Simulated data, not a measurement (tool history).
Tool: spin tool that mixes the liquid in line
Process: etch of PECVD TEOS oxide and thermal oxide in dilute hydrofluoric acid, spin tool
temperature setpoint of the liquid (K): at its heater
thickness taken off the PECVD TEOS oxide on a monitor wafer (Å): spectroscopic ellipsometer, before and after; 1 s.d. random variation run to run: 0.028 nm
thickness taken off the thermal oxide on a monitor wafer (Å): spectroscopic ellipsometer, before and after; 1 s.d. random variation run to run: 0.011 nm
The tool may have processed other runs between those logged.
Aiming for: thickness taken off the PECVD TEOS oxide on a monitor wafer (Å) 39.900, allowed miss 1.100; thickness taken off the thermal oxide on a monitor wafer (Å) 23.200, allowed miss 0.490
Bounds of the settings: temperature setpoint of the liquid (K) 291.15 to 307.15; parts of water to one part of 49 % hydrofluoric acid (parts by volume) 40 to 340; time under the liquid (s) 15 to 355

run	day	temperature setpoint of the liquid (K)	parts of water to one part of 49 % hydrofluoric acid (parts by volume)	time under the liquid (s)	thickness taken off the PECVD TEOS oxide on a monitor wafer (Å)	thickness taken off the thermal oxide on a monitor wafer (Å)
1	0.000	299.15	190	180	81.898	47.168
2	0.350	297.65	200	180	71.935	42.001
3	0.662	296.65	210	180	65.427	38.299
4	0.950	296.65	275	180	46.335	27.280
5	1.312	296.15	275	180	46.024	26.809
6	1.467	295.65	275	180	45.740	26.691
7	1.712	295.15	275	180	44.330	26.071
8	1.804	294.65	275	180	43.999	25.429
9	1.858	294.65	275	180	43.419	25.513
10	2.192	294.15	275	180	43.035	24.886

Below are 4 possible settings for the next run. Only one of them brings all results inside the allowed miss of their targets. Which is it?
A	2.525	296.15	310	180	?	?
B	2.525	293.15	275	165	?	?
C	2.525	298.65	280	175	?	?
D	2.525	295.65	295	205	?	?

move	thickness taken off the PECVD TEOS oxide on a monitor wafer (Å)	thickness taken off the thermal oxide on a monitor wafer (Å)
A	39.286	22.925
B	37.645	21.967
C	47.503	27.720
D	46.856	27.343
A: every result within its allowed miss
B: the result that was furthest off in the last run now lies on the other side of its target
C: moves away from the targets compared with the last run
D: moves away from the targets compared with the last run
Answer: A

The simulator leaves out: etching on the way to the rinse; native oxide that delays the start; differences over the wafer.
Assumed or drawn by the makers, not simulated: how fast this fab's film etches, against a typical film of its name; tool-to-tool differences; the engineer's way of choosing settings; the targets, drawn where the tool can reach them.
